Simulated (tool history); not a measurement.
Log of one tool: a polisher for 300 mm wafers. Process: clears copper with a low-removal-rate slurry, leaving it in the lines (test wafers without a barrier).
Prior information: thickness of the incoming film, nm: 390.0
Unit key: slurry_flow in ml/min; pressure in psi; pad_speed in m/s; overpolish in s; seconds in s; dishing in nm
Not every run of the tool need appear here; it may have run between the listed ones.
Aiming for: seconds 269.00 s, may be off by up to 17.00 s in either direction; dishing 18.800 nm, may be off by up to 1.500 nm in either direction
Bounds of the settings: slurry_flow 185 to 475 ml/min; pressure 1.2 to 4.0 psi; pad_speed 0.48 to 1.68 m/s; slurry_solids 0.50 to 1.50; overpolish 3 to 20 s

| run | hour | slurry_flow | pressure | pad_speed | slurry_solids | overpolish | seconds | dishing |
|---|---|---|---|---|---|---|---|---|
| 1 | 0.0 | 305 | 2.6 | 1.08 | 1.00 | 10 | 152.35 | 20.899 |
| 2 | 2.1 | 305 | 2.6 | 1.08 | 1.20 | 10 | 146.95 | 21.273 |
| 3 | 5.4 | 305 | 2.6 | 1.08 | 1.40 | 10 | 132.69 | 22.345 |
| 4 | 13.4 | 305 | 2.6 | 1.08 | 1.40 | 6 | 137.08 | 14.220 |
| 5 | 21.2 | 305 | 2.6 | 1.08 | 1.50 | 6 | 136.87 | 14.655 |
| 6 | 22.5 | 305 | 2.6 | 1.08 | 1.35 | 6 | 135.80 | 13.568 |
| 7 | 29.4 | 305 | 2.4 | 1.06 | 1.35 | 7 | 153.79 | 14.661 |
| 8 | 36.9 | 305 | 2.2 | 1.04 | 1.35 | 8 | 171.15 | 15.164 |
| 9 | 37.5 | 305 | 2.0 | 1.04 | 1.35 | 9 | 182.65 | 15.382 |
| 10 | 42.0 | 305 | 1.9 | 1.02 | 1.35 | 10 | 199.72 | 15.856 |
| 11 | 48.5 | 305 | 1.8 | 1.02 | 1.35 | 11 | 206.56 | 16.106 |
| 12 | 56.3 | 305 | 1.7 | 1.02 | 1.35 | 12 | 217.50 | 16.595 |
| 13 | 63.7 | 305 | 1.6 | 1.02 | 1.35 | 13 | 234.61 | 17.176 |
| 14 | 70.0 | 305 | 1.5 | 1.02 | 1.35 | 14 | 247.02 | 18.235 |

Exercise: of the 4 proposed moves below, exactly one satisfies all targets within the stated allowed misses. Which move is it?
| A | 76.3 | 275 | 1.7 | 0.84 | 1.35 | 14 | ? | ? |
| B | 76.3 | 325 | 1.3 | 1.06 | 1.35 | 14 | ? | ? |
| C | 76.3 | 280 | 2.2 | 0.64 | 1.45 | 16 | ? | ? |
| D | 76.3 | 320 | 1.2 | 1.02 | 1.35 | 15 | ? | ? |

| move | seconds | dishing |
|---|---|---|
| A | 270.97 | 16.223 |
| B | 275.25 | 15.847 |
| C | 268.23 | 18.696 |
| D | 308.39 | 15.161 |
A: gets the furthest-off result to its target, but another result is out of tolerance
B: gets the furthest-off result to its target, but another result is out of tolerance
C: each result inside its tolerance
D: takes the result that was furthest off past its target
Move C is the one to make.
